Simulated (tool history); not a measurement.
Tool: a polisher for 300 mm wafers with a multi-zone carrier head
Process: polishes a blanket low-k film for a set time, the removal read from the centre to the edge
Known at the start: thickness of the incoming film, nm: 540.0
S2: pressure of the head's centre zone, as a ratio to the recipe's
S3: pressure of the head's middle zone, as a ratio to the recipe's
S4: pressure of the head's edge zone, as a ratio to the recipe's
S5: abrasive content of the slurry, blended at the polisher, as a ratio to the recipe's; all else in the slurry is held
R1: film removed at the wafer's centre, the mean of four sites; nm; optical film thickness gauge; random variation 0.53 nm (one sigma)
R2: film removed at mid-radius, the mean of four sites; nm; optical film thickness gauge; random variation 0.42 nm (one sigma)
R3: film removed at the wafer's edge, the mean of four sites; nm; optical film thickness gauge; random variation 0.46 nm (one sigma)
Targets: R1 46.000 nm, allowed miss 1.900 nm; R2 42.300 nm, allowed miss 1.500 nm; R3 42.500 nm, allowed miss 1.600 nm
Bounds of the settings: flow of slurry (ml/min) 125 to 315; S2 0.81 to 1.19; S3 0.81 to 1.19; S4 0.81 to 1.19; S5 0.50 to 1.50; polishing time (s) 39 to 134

run 1 hour=0.0 | flow_of_slurry_(ml/min)=205 S2=1.00 S3=1.00 S4=1.00 S5=1.00 polishing_time_(s)=86 | R1=31.364 R2=32.009 R3=32.088
run 2 hour=3.2 | flow_of_slurry_(ml/min)=215 S2=1.04 S3=1.02 S4=1.03 S5=1.10 polishing_time_(s)=86 | R1=34.777 R2=33.779 R3=32.883
run 3 hour=4.9 | flow_of_slurry_(ml/min)=180 S2=1.04 S3=1.02 S4=1.03 S5=1.10 polishing_time_(s)=86 | R1=33.165 R2=32.878 R3=33.275
run 4 hour=12.1 | flow_of_slurry_(ml/min)=210 S2=1.04 S3=1.02 S4=1.03 S5=1.10 polishing_time_(s)=86 | R1=34.674 R2=33.556 R3=33.481
run 5 hour=19.2 | flow_of_slurry_(ml/min)=210 S2=1.04 S3=1.07 S4=1.03 S5=1.10 polishing_time_(s)=86 | R1=34.668 R2=35.038 R3=33.961
run 6 hour=27.5 | flow_of_slurry_(ml/min)=200 S2=1.06 S3=1.08 S4=1.06 S5=1.20 polishing_time_(s)=87 | R1=36.540 R2=36.771 R3=35.217
run 7 hour=35.1 | flow_of_slurry_(ml/min)=195 S2=1.07 S3=1.06 S4=1.08 S5=1.30 polishing_time_(s)=89 | R1=38.409 R2=37.663 R3=37.861
run 8 hour=43.4 | flow_of_slurry_(ml/min)=205 S2=1.09 S3=1.07 S4=1.10 S5=1.35 polishing_time_(s)=89 | R1=39.760 R2=39.446 R3=38.182
run 9 hour=51.6 | flow_of_slurry_(ml/min)=205 S2=1.11 S3=1.05 S4=1.11 S5=1.40 polishing_time_(s)=91 | R1=42.423 R2=39.033 R3=39.693
run 10 hour=54.3 | flow_of_slurry_(ml/min)=210 S2=1.11 S3=1.06 S4=1.12 S5=1.45 polishing_time_(s)=92 | R1=44.147 R2=40.374 R3=40.551
run 11 hour=59.0 | flow_of_slurry_(ml/min)=210 S2=1.11 S3=1.06 S4=1.13 S5=1.45 polishing_time_(s)=93 | R1=43.794 R2=40.932 R3=41.915
run 12 hour=62.6 | flow_of_slurry_(ml/min)=215 S2=1.12 S3=1.06 S4=1.13 S5=1.45 polishing_time_(s)=93 | R1=43.599 R2=41.732 R3=41.446

5 next moves are on the table. One of them brings every result within its allowed miss. Which?
run A hour=66.2 | flow_of_slurry_(ml/min)=250 S2=1.04 S3=0.89 S4=1.12 S5=1.40 polishing_time_(s)=101 | R1=? R2=? R3=?
run B hour=66.2 | flow_of_slurry_(ml/min)=200 S2=1.10 S3=1.07 S4=1.08 S5=1.45 polishing_time_(s)=93 | R1=? R2=? R3=?
run C hour=66.2 | flow_of_slurry_(ml/min)=305 S2=1.07 S3=1.09 S4=1.17 S5=1.40 polishing_time_(s)=86 | R1=? R2=? R3=?
run D hour=66.2 | flow_of_slurry_(ml/min)=200 S2=1.11 S3=1.03 S4=1.06 S5=1.40 polishing_time_(s)=99 | R1=? R2=? R3=?
run E hour=66.2 | flow_of_slurry_(ml/min)=230 S2=1.15 S3=1.07 S4=1.14 S5=1.35 polishing_time_(s)=89 | R1=? R2=? R3=?

move=A R1=44.485 R2=39.367 R3=45.229
move=B R1=42.409 R2=41.487 R3=40.307
move=C R1=39.981 R2=40.624 R3=39.935
move=D R1=45.045 R2=42.285 R3=42.066
move=E R1=42.431 R2=39.589 R3=39.345
A: brings the result that was furthest off to its target, and leaves another outside
B: further off than the last run
C: further off than the last run
D: meets every target
E: further off than the last run
The right move is D.
